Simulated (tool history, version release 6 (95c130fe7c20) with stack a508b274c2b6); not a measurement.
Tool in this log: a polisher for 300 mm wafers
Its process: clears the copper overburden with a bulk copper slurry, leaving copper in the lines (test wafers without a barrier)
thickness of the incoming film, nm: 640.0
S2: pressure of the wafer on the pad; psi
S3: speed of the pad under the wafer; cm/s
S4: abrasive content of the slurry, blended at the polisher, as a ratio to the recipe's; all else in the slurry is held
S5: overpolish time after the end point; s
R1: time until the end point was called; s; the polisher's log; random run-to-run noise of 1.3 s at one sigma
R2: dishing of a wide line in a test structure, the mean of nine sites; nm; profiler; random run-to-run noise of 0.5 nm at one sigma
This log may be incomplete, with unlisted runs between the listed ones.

Run 1, day 0: flow of slurry (ml/min) 310, S2 1.8 psi, S3 124 cm/s, S4 1, S5 19 s. Result: R1 93.012 s, R2 34.834 nm.
Run 2, day 0.217: flow of slurry (ml/min) 310, S2 1.6 psi, S3 126 cm/s, S4 1, S5 16 s. Result: R1 99.564 s, R2 33.11 nm.
Run 3, day 0.342: flow of slurry (ml/min) 310, S2 1.6 psi, S3 126 cm/s, S4 1.15, S5 16 s. Result: R1 95.026 s, R2 32.852 nm.
Run 4, day 0.442: flow of slurry (ml/min) 310, S2 1.6 psi, S3 150 cm/s, S4 1.15, S5 16 s. Result: R1 84.3 s, R2 34.213 nm.
Run 5, day 0.788: flow of slurry (ml/min) 315, S2 1.4 psi, S3 140 cm/s, S4 1.25, S5 14 s. Result: R1 94.539 s, R2 32.082 nm.
Run 6, day 1.112: flow of slurry (ml/min) 310, S2 1.3 psi, S3 132 cm/s, S4 1.3, S5 12 s. Result: R1 104 s, R2 27.742 nm.
Run 7, day 1.392: flow of slurry (ml/min) 305, S2 1.2 psi, S3 130 cm/s, S4 1.3, S5 12 s. Result: R1 110.79 s, R2 28.204 nm.
Run 8, day 1.754: flow of slurry (ml/min) 305, S2 1.1 psi, S3 128 cm/s, S4 1.3, S5 11 s. Result: R1 118.46 s, R2 25.177 nm.
Run 9, day 2.033: flow of slurry (ml/min) 305, S2 1 psi, S3 128 cm/s, S4 1.3, S5 11 s. Result: R1 122.98 s, R2 24.408 nm.
Run 10, day 2.304: flow of slurry (ml/min) 305, S2 1 psi, S3 126 cm/s, S4 1.3, S5 12 s. Result: R1 127.31 s, R2 25.81 nm.
Run 11, day 2.633: flow of slurry (ml/min) 305, S2 0.8 psi, S3 126 cm/s, S4 1.3, S5 7 s. Result: R1 142.69 s, R2 16.941 nm.

Run 12 comes next. What will it give?
Run 12, day 2.9: flow of slurry (ml/min) 305, S2 0.8 psi, S3 124 cm/s, S4 1.35, S5 8 s. Result: R1 ?, R2 ?.

{"run 12": {"R1": 141.62, "R2": 18.534}}
